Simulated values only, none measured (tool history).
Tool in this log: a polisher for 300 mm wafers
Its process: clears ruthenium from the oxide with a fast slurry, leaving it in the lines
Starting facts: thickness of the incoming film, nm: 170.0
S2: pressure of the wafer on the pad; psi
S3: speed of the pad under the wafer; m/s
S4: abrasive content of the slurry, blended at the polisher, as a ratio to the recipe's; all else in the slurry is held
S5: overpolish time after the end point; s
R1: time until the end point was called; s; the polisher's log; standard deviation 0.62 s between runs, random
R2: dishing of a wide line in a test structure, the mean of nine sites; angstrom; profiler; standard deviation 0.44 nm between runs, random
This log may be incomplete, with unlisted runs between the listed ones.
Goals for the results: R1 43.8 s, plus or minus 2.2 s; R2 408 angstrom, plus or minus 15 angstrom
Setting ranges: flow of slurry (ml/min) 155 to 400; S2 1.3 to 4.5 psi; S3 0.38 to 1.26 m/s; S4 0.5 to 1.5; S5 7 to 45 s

run 1 hour=0 | flow_of_slurry_(ml/min)=255 S2=2.9 S3=0.82 S4=1 S5=23 | R1=46.1 R2=342.04
run 2 hour=3.7 | flow_of_slurry_(ml/min)=255 S2=2.9 S3=1.02 S4=1 S5=23 | R1=38.683 R2=369.61
run 3 hour=8.6 | flow_of_slurry_(ml/min)=255 S2=2.9 S3=0.84 S4=1 S5=23 | R1=46.74 R2=348.41
run 4 hour=16.7 | flow_of_slurry_(ml/min)=255 S2=3 S3=0.84 S4=1 S5=25 | R1=43.972 R2=362.55
run 5 hour=21.7 | flow_of_slurry_(ml/min)=255 S2=3 S3=0.84 S4=1 S5=27 | R1=44.3 R2=369.42
run 6 hour=26.1 | flow_of_slurry_(ml/min)=255 S2=3 S3=0.84 S4=1 S5=29 | R1=43.851 R2=382.91
run 7 hour=27.4 | flow_of_slurry_(ml/min)=255 S2=3 S3=0.84 S4=1 S5=30 | R1=44.25 R2=391.09
run 8 hour=32.8 | flow_of_slurry_(ml/min)=255 S2=3 S3=0.84 S4=1 S5=31 | R1=44.392 R2=396.77

Next run, 5 choices. One meets every target within its allowed miss, the rest don't. Which?
run A hour=38.2 | flow_of_slurry_(ml/min)=180 S2=3.6 S3=0.68 S4=1.1 S5=28 | R1=? R2=?
run B hour=38.2 | flow_of_slurry_(ml/min)=255 S2=2.5 S3=0.84 S4=1.4 S5=29 | R1=? R2=?
run C hour=38.2 | flow_of_slurry_(ml/min)=220 S2=3.2 S3=0.76 S4=1.05 S5=24 | R1=? R2=?
run D hour=38.2 | flow_of_slurry_(ml/min)=240 S2=3 S3=0.9 S4=0.85 S5=35 | R1=? R2=?
run E hour=38.2 | flow_of_slurry_(ml/min)=230 S2=2.5 S3=1.1 S4=1.25 S5=34 | R1=? R2=?

move=A R1=45.321 R2=381.45
move=B R1=47.381 R2=380.31
move=C R1=45.6 R2=360.6
move=D R1=44.75 R2=406.5
move=E R1=39.317 R2=414.92
A: further off than the last run
B: further off than the last run
C: further off than the last run
D: every result lands within tolerance
E: gets the furthest-off result to its target, but another result is out of tolerance
Move D is the one to make.
